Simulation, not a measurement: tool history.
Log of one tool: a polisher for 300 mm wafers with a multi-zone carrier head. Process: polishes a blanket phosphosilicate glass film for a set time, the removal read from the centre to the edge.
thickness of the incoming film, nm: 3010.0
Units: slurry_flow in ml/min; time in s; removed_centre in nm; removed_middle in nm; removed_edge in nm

| run | hour | slurry_flow | centre_zone | middle_zone | edge_zone | slurry_solids | time | removed_centre | removed_middle | removed_edge |
|---|---|---|---|---|---|---|---|---|---|---|
| 1 | 0.0 | 185 | 1.00 | 1.00 | 1.00 | 1.00 | 75 | 500.45 | 511.61 | 503.20 |
| 2 | 2.1 | 190 | 1.01 | 1.02 | 1.02 | 1.10 | 76 | 534.85 | 544.91 | 534.89 |
| 3 | 8.6 | 190 | 0.95 | 1.02 | 1.02 | 1.10 | 76 | 524.92 | 551.48 | 544.32 |
| 4 | 11.1 | 200 | 0.95 | 1.04 | 1.03 | 1.15 | 78 | 545.38 | 583.58 | 574.10 |
| 5 | 17.5 | 205 | 0.96 | 1.06 | 1.03 | 1.20 | 80 | 569.05 | 613.50 | 593.13 |
| 6 | 19.6 | 210 | 0.97 | 1.07 | 1.03 | 1.25 | 82 | 606.00 | 661.16 | 632.63 |
| 7 | 21.3 | 215 | 0.99 | 1.08 | 1.04 | 1.30 | 83 | 630.20 | 699.59 | 644.55 |
| 8 | 25.6 | 215 | 0.99 | 1.08 | 1.04 | 1.30 | 83 | 628.54 | 688.93 | 645.95 |
| 9 | 31.3 | 220 | 1.00 | 1.08 | 1.05 | 1.35 | 84 | 657.21 | 692.24 | 656.90 |

Forecast run 10:
| 10 | 34.9 | 220 | 1.00 | 1.09 | 1.05 | 1.35 | 85 | ? | ? | ? |

{"run 10": {"removed_centre": 662.66, "removed_middle": 713.72, "removed_edge": 665.06}}

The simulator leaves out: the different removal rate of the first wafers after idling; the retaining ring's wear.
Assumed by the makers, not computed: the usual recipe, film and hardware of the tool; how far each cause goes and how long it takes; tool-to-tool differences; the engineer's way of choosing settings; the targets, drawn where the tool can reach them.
